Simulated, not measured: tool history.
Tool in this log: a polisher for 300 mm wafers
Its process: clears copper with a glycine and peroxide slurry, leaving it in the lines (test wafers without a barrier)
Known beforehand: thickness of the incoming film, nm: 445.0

| run | hour | flow of slurry (ml/min) | pressure of the wafer on the pad (kPa) | speed of the pad under the wafer (m/s) | overpolish time after the end point (s) | time until the end point was called (s) | dishing of a wide line in a test structure (Å) |
|---|---|---|---|---|---|---|---|
| 1 | 0 | 135 | 22.8 | 0.8 | 25 | 71.845 | 979.69 |
| 2 | 7.9 | 110 | 22.8 | 0.8 | 25 | 73.253 | 951.31 |
| 3 | 9.6 | 110 | 22.8 | 0.62 | 25 | 91.836 | 826.39 |
| 4 | 10.6 | 110 | 22.8 | 0.78 | 25 | 76.124 | 939.52 |
| 5 | 12.7 | 110 | 22.8 | 0.7 | 25 | 83.376 | 882.31 |
| 6 | 21.5 | 110 | 17.9 | 0.7 | 25 | 97.519 | 755.33 |

Run 7 is up next; what results do you expect?
| 7 | 26.5 | 110 | 17.2 | 0.7 | 24 | ? | ? |

time until the end point was called (s): 99.81
dishing of a wide line in a test structure (Å): 701.47

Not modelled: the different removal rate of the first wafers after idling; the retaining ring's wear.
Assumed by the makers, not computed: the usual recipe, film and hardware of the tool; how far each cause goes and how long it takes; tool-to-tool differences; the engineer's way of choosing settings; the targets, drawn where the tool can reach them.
